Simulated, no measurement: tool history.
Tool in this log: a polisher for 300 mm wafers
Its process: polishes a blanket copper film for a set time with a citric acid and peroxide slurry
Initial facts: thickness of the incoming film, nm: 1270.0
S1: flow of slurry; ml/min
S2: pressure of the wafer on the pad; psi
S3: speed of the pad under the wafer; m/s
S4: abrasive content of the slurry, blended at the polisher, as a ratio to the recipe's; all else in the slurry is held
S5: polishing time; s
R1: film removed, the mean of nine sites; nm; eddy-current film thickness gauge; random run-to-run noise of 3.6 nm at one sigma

run 1 hour=0 | S1=250 S2=4.2 S3=1.28 S4=1 S5=105 | R1=429.33
run 2 hour=6.6 | S1=250 S2=3.8 S3=1.28 S4=1 S5=105 | R1=390.08
run 3 hour=14.9 | S1=200 S2=3.8 S3=1.28 S4=1 S5=105 | R1=383.39
run 4 hour=22.8 | S1=200 S2=3.6 S3=1.28 S4=1 S5=105 | R1=357.44
run 5 hour=24.7 | S1=200 S2=3.6 S3=1.52 S4=1 S5=105 | R1=432.68
run 6 hour=27.2 | S1=200 S2=3.2 S3=1.52 S4=1 S5=105 | R1=383.64
run 7 hour=34.7 | S1=200 S2=3 S3=1.52 S4=1 S5=105 | R1=363.97

Estimate the outcome of run 8 from the log above:
run 8 hour=41.9 | S1=200 S2=2.8 S3=1.52 S4=1 S5=105 | R1=?

R1: 332.33 nm
